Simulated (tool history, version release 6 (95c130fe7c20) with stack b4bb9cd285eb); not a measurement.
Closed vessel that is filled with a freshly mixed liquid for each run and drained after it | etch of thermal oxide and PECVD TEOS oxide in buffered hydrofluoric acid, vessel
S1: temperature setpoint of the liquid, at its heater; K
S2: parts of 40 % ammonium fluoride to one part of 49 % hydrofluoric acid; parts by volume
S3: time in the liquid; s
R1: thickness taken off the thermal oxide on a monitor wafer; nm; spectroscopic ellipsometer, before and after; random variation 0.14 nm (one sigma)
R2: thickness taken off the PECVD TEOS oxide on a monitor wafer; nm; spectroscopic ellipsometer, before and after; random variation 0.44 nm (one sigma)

| run | hour | S1 | S2 | S3 | R1 | R2 |
|---|---|---|---|---|---|---|
| 1 | 0 | 298.15 | 19.5 | 60 | 40.066 | 53.544 |
| 2 | 4.3 | 297.65 | 19.5 | 60 | 38.881 | 51.438 |
| 3 | 11.8 | 297.65 | 19.5 | 70 | 45.284 | 60.436 |
| 4 | 19.9 | 297.15 | 19.5 | 70 | 44.339 | 58.501 |
| 5 | 24 | 300.65 | 19.5 | 70 | 53.335 | 71.799 |
| 6 | 26.6 | 299.65 | 19.5 | 70 | 50.538 | 68.501 |
| 7 | 32.8 | 298.65 | 19.5 | 70 | 47.814 | 63.826 |

The next listed run, before its measurement:
| 8 | 38.5 | 297.65 | 19.5 | 70 | ? | ? |

{"run 8": {"R1": 44.989, "R2": 59.824}}
